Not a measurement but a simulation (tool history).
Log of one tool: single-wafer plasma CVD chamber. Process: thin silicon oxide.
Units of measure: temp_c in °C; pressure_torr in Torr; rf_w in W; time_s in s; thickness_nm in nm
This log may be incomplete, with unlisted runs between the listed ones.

run 1 day=0.000 | temp_c=375 pressure_torr=0.903 rf_w=210 time_s=5.59 | thickness_nm=10.0170
run 2 day=0.038 | temp_c=375 pressure_torr=0.903 rf_w=195 time_s=5.59 | thickness_nm=9.4577
run 3 day=0.258 | temp_c=375 pressure_torr=0.941 rf_w=195 time_s=5.59 | thickness_nm=9.6478
run 4 day=0.525 | temp_c=375 pressure_torr=0.984 rf_w=195 time_s=5.59 | thickness_nm=10.0830
run 5 day=0.650 | temp_c=375 pressure_torr=1.012 rf_w=195 time_s=5.59 | thickness_nm=10.2940
run 6 day=0.750 | temp_c=375 pressure_torr=1.035 rf_w=195 time_s=5.59 | thickness_nm=10.4960
run 7 day=0.933 | temp_c=375 pressure_torr=1.053 rf_w=195 time_s=5.59 | thickness_nm=10.6680

The next listed run, before its measurement:
run 8 day=1.271 | temp_c=375 pressure_torr=1.067 rf_w=195 time_s=5.59 | thickness_nm=?

{"run 8": {"thickness_nm": 10.794}}
